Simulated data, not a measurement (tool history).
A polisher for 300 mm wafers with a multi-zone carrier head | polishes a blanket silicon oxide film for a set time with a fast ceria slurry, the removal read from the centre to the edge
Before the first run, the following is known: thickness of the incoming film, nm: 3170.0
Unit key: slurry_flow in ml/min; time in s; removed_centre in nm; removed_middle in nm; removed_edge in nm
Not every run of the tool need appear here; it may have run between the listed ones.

run  hour  slurry_flow  centre_zone  middle_zone  edge_zone  time  removed_centre  removed_middle  removed_edge
  1     0          220            1            1          1    56          803.42          746.89        757.27
  2   3.7          220            1            1       1.05    56           803.5          732.18        767.78
  3   7.6          220         0.92            1       1.05    56          732.47          746.84        771.89
  4   9.6          220         0.86            1       1.05    56          692.74          736.75        778.25
  5  12.7          220         0.86            1       1.05    61           743.8          805.22        850.44
     21.2  -- centre zone pressure recalibrated
  6  21.2          220         0.88         0.99       1.03    60          704.88           786.3         829.9
  7  27.7          220         0.91         0.98       1.02    58          721.77          759.52        800.91
  8  29.9          215         0.93         0.98       1.01    57          700.66          761.22        779.53
  9    37          220         0.94         0.98       1.01    55          700.59          736.64         745.8
 10  43.9          220         0.94         0.98       1.01    55          701.07          722.42         755.4

Run 11 is up next; what results do you expect?
 11  49.1          190         1.04         0.89       0.91    50               ?               ?             ?

removed_centre: 693.37 nm
removed_middle: 592.79 nm
removed_edge: 644.99 nm
